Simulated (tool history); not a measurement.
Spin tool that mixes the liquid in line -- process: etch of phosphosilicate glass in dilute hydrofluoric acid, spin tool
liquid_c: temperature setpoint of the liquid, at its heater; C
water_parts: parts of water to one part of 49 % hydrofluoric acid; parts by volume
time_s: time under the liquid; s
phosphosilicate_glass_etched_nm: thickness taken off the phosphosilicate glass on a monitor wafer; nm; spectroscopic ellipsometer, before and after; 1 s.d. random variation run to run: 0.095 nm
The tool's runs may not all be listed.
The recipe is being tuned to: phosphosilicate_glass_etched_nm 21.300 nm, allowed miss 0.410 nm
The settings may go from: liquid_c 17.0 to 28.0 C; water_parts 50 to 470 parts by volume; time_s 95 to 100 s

run,day,liquid_c,water_parts,time_s,phosphosilicate_glass_etched_nm
1,0.000,20.0,260,95,22.744
2,0.258,21.5,260,95,24.003
3,0.400,20.5,260,95,22.974
4,0.746,20.5,260,95,23.056
5,1.112,20.0,260,95,22.629
6,1.283,19.5,260,95,22.340
7,1.433,19.0,260,95,21.853
# day 1.496: thermometer replaced
8,1.496,18.5,260,95,23.244

Exercise: of the 5 proposed moves below, exactly one satisfies all targets within the stated allowed misses. Which move is it?
A,1.558,20.0,290,95,?
B,1.558,18.5,270,95,?
C,1.558,19.0,270,95,?
D,1.558,18.5,280,100,?
E,1.558,17.0,265,100,?

move,phosphosilicate_glass_etched_nm
A,21.356
B,22.083
C,22.502
D,22.218
E,22.464
A: every result lands within tolerance
B: nearer the targets than the last run, but a result is still out of spec
C: nearer the targets than the last run, but a result is still out of spec
D: nearer the targets than the last run, but a result is still out of spec
E: nearer the targets than the last run, but a result is still out of spec
The right move is A.
